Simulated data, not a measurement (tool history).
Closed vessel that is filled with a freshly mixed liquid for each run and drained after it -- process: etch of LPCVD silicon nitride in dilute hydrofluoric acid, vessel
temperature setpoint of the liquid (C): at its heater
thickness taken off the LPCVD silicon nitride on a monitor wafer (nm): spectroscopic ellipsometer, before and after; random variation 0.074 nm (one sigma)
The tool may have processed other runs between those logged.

run,day,temperature setpoint of the liquid (C),parts of water to one part of 49 % hydrofluoric acid (parts by volume),time in the liquid (s),thickness taken off the LPCVD silicon nitride on a monitor wafer (nm)
1,0,23,255,2895,5.0726
2,0.388,23,255,2895,5.0838
3,0.679,23,255,2895,5.0295
4,1.083,25,240,2895,6.0435
5,1.479,26.5,230,2895,6.9036
6,1.842,23.5,230,2895,5.7877
7,2.017,25.5,220,2895,6.9287
8,2.212,27,215,2895,7.6583
9,2.321,28,210,2895,8.4768
10,2.45,28.5,210,2895,8.7298
11,2.588,29,210,2895,8.8809
12,2.846,29.5,210,2895,9.1859
13,3.083,30,210,2895,9.528

What will run 14 give?
14,3.167,30.5,205,2895,?

Run 14 measured thickness taken off the LPCVD silicon nitride on a monitor wafer (nm) 10.033.
